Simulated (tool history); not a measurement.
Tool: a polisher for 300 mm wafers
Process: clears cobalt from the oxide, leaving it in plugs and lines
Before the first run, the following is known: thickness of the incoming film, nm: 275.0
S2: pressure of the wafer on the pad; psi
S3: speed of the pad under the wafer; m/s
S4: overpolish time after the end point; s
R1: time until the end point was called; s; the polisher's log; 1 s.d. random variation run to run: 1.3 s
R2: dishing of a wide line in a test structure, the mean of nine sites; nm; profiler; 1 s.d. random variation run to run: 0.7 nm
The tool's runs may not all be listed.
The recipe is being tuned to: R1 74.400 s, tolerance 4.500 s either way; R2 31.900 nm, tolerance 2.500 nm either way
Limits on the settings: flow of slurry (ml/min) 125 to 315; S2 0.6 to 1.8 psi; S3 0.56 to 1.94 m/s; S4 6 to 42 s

Run 1, hour 0.0: flow of slurry (ml/min) 205, S2 1.2 psi, S3 1.24 m/s, S4 21 s. Result: R1 66.507 s, R2 46.646 nm.
Run 2, hour 2.6: flow of slurry (ml/min) 205, S2 1.2 psi, S3 1.24 m/s, S4 30 s. Result: R1 64.281 s, R2 52.670 nm.
Run 3, hour 5.4: flow of slurry (ml/min) 205, S2 1.2 psi, S3 1.24 m/s, S4 23 s. Result: R1 64.955 s, R2 46.858 nm.
Run 4, hour 14.2: flow of slurry (ml/min) 205, S2 1.2 psi, S3 1.24 m/s, S4 18 s. Result: R1 65.258 s, R2 44.747 nm.
Run 5, hour 19.6: flow of slurry (ml/min) 205, S2 1.0 psi, S3 1.24 m/s, S4 18 s. Result: R1 73.655 s, R2 39.156 nm.
Run 6, hour 24.9: flow of slurry (ml/min) 205, S2 0.8 psi, S3 1.24 m/s, S4 18 s. Result: R1 96.009 s, R2 34.529 nm.
Run 7, hour 25.5: flow of slurry (ml/min) 205, S2 1.0 psi, S3 1.26 m/s, S4 8 s. Result: R1 75.103 s, R2 22.611 nm.
Run 8, hour 28.4: flow of slurry (ml/min) 205, S2 1.0 psi, S3 1.26 m/s, S4 10 s. Result: R1 74.396 s, R2 26.068 nm.
Run 9, hour 36.2: flow of slurry (ml/min) 205, S2 1.0 psi, S3 1.26 m/s, S4 11 s. Result: R1 73.290 s, R2 27.622 nm.

Below are 5 possible settings for the next run. Only one of them brings all results inside the allowed miss of their targets. Which is it?
Run A, hour 44.0: flow of slurry (ml/min) 195, S2 1.1 psi, S3 1.26 m/s, S4 16 s. Result: R1 ?, R2 ?.
Run B, hour 44.0: flow of slurry (ml/min) 205, S2 1.0 psi, S3 1.18 m/s, S4 11 s. Result: R1 ?, R2 ?.
Run C, hour 44.0: flow of slurry (ml/min) 205, S2 1.0 psi, S3 1.28 m/s, S4 13 s. Result: R1 ?, R2 ?.
Run D, hour 44.0: flow of slurry (ml/min) 210, S2 1.0 psi, S3 1.24 m/s, S4 8 s. Result: R1 ?, R2 ?.
Run E, hour 44.0: flow of slurry (ml/min) 185, S2 0.9 psi, S3 1.44 m/s, S4 18 s. Result: R1 ?, R2 ?.

move      R1      R2
   A  68.314  40.048
   B  79.373  28.146
   C  73.353  33.525
   D  75.449  22.880
   E  73.246  41.222
A: the result that was furthest off in the last run now lies on the other side of its target
B: moves toward the targets from the last run without getting all of them in spec
C: meets every target
D: misses by more than the last run did
E: the result that was furthest off in the last run now lies on the other side of its target
Go with C: it meets all targets.
